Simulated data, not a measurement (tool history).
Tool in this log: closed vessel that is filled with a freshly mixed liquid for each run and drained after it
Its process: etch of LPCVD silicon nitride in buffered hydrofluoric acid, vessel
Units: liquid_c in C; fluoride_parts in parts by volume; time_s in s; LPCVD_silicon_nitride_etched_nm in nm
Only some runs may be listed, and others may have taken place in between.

| run | hour | liquid_c | fluoride_parts | time_s | LPCVD_silicon_nitride_etched_nm |
|---|---|---|---|---|---|
| 1 | 0 | 24 | 16 | 525 | 4.4378 |
| 2 | 9 | 24 | 16 | 525 | 4.4291 |
| 3 | 15.6 | 24 | 16 | 525 | 4.4466 |
| 4 | 20.5 | 23 | 16 | 525 | 4.2195 |
| 5 | 29.9 | 22 | 16 | 525 | 3.9761 |
| 6 | 33.9 | 22 | 16 | 525 | 3.9624 |
| 7 | 40.5 | 21.5 | 16 | 525 | 3.877 |

Expected results for the next run?
| 8 | 44.9 | 21 | 16 | 525 | ? |

{"run 8": {"LPCVD_silicon_nitride_etched_nm": 3.7717}}
